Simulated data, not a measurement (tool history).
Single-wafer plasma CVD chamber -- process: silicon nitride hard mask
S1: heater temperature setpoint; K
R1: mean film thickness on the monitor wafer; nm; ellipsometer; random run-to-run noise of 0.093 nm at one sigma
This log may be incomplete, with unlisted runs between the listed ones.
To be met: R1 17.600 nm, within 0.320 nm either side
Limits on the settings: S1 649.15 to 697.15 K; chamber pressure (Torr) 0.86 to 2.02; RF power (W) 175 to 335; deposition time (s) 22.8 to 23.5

run 1 hour=0.0 | S1=673.15 chamber_pressure_(Torr)=1.44 RF_power_(W)=255 deposition_time_(s)=22.8 | R1=21.601
run 2 hour=8.7 | S1=673.15 chamber_pressure_(Torr)=1.38 RF_power_(W)=250 deposition_time_(s)=22.8 | R1=20.652
run 3 hour=17.1 | S1=673.15 chamber_pressure_(Torr)=1.38 RF_power_(W)=250 deposition_time_(s)=22.8 | R1=21.095
run 4 hour=22.6 | S1=673.15 chamber_pressure_(Torr)=1.33 RF_power_(W)=245 deposition_time_(s)=22.8 | R1=20.193
run 5 hour=25.9 | S1=673.15 chamber_pressure_(Torr)=1.52 RF_power_(W)=245 deposition_time_(s)=22.8 | R1=21.373
run 6 hour=29.9 | S1=673.15 chamber_pressure_(Torr)=1.45 RF_power_(W)=245 deposition_time_(s)=22.8 | R1=21.180
run 7 hour=32.4 | S1=673.15 chamber_pressure_(Torr)=1.39 RF_power_(W)=245 deposition_time_(s)=22.8 | R1=20.684
run 8 hour=35.7 | S1=673.15 chamber_pressure_(Torr)=1.33 RF_power_(W)=245 deposition_time_(s)=22.8 | R1=20.219
run 9 hour=42.8 | S1=673.15 chamber_pressure_(Torr)=1.28 RF_power_(W)=245 deposition_time_(s)=22.8 | R1=19.863
run 10 hour=50.8 | S1=673.15 chamber_pressure_(Torr)=1.24 RF_power_(W)=245 deposition_time_(s)=22.8 | R1=19.642
run 11 hour=54.0 | S1=673.15 chamber_pressure_(Torr)=1.20 RF_power_(W)=245 deposition_time_(s)=22.8 | R1=19.193
run 12 hour=54.6 | S1=673.15 chamber_pressure_(Torr)=1.17 RF_power_(W)=245 deposition_time_(s)=22.8 | R1=18.925
run 13 hour=55.9 | S1=673.15 chamber_pressure_(Torr)=1.15 RF_power_(W)=245 deposition_time_(s)=22.8 | R1=18.835
run 14 hour=58.4 | S1=673.15 chamber_pressure_(Torr)=1.13 RF_power_(W)=245 deposition_time_(s)=22.8 | R1=18.448
run 15 hour=62.1 | S1=673.15 chamber_pressure_(Torr)=1.12 RF_power_(W)=245 deposition_time_(s)=22.8 | R1=18.422
run 16 hour=65.5 | S1=673.15 chamber_pressure_(Torr)=1.11 RF_power_(W)=245 deposition_time_(s)=22.8 | R1=18.352
run 17 hour=70.3 | S1=673.15 chamber_pressure_(Torr)=1.10 RF_power_(W)=245 deposition_time_(s)=22.8 | R1=18.028
run 18 hour=74.9 | S1=673.15 chamber_pressure_(Torr)=1.10 RF_power_(W)=245 deposition_time_(s)=22.8 | R1=18.375
run 19 hour=83.4 | S1=673.15 chamber_pressure_(Torr)=0.91 RF_power_(W)=240 deposition_time_(s)=22.8 | R1=15.452
run 20 hour=84.4 | S1=673.15 chamber_pressure_(Torr)=1.13 RF_power_(W)=240 deposition_time_(s)=22.8 | R1=18.291
run 21 hour=90.0 | S1=673.15 chamber_pressure_(Torr)=1.12 RF_power_(W)=240 deposition_time_(s)=22.8 | R1=18.231
run 22 hour=97.7 | S1=673.15 chamber_pressure_(Torr)=1.11 RF_power_(W)=240 deposition_time_(s)=22.8 | R1=18.016

Which one of the following 4 next-run settings gets every result inside its allowed miss? There is exactly one.
run A hour=105.4 | S1=686.15 chamber_pressure_(Torr)=1.08 RF_power_(W)=240 deposition_time_(s)=22.8 | R1=?
run B hour=105.4 | S1=665.15 chamber_pressure_(Torr)=1.16 RF_power_(W)=235 deposition_time_(s)=22.8 | R1=?
run C hour=105.4 | S1=679.15 chamber_pressure_(Torr)=1.15 RF_power_(W)=245 deposition_time_(s)=22.8 | R1=?
run D hour=105.4 | S1=676.15 chamber_pressure_(Torr)=1.10 RF_power_(W)=245 deposition_time_(s)=23.2 | R1=?

move=A R1=17.851
move=B R1=18.559
move=C R1=18.879
move=D R1=18.731
A: hits every target within its allowed miss
B: its largest miss is bigger than the last run's
C: its largest miss is bigger than the last run's
D: its largest miss is bigger than the last run's
Move A is the one to make.
